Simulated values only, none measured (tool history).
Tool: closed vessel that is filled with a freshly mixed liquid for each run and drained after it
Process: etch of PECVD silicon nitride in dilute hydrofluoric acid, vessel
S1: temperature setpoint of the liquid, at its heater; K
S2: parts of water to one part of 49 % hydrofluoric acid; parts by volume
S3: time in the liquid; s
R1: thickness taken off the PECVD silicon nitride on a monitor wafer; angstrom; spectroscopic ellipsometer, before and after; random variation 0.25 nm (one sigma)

run  hour      S1   S2    S3      R1
  1   0.0  294.15   95  1230  260.92
  2   2.3  294.15  120  1230  206.33
  3   6.5  295.15  120  1230  223.91
  4   9.0  291.65  120  1230  177.65
  5  14.0  291.65  140  1230  152.49
  6  15.1  293.15  135  1230  174.34

The next listed run, before its measurement:
  7  18.4  297.15  115  1230   ?

{"run 7": {"R1": 264.06}}
